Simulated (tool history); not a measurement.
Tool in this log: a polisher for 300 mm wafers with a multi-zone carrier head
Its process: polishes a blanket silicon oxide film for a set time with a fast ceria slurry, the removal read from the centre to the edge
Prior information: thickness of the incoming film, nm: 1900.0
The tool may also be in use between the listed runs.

run,hour,flow of slurry (ml/min),pressure of the head's centre zone,pressure of the head's middle zone,pressure of the head's edge zone,polishing time (s),film removed at the wafer's centre (Å),film removed at mid-radius (Å),film removed at the wafer's edge (Å)
1,0.0,220,1.00,1.00,1.00,63,6693.7,7411.7,7268.4
2,1.4,220,1.00,1.00,1.08,63,6657.3,7444.4,7557.6
3,6.0,220,1.03,0.98,1.00,54,5871.9,6276.3,6182.9
4,13.2,210,1.05,0.95,0.94,50,5497.9,5730.7,5553.2
5,16.5,200,1.07,0.92,0.90,47,5300.0,5167.7,5089.6
6,24.9,190,1.08,0.91,0.87,46,5127.2,5028.8,4829.4

Expected results for the next run?
7,25.8,175,1.09,0.89,0.85,46,?,?,?

film removed at the wafer's centre (Å): 5065.7
film removed at mid-radius (Å): 4833.5
film removed at the wafer's edge (Å): 4781.9
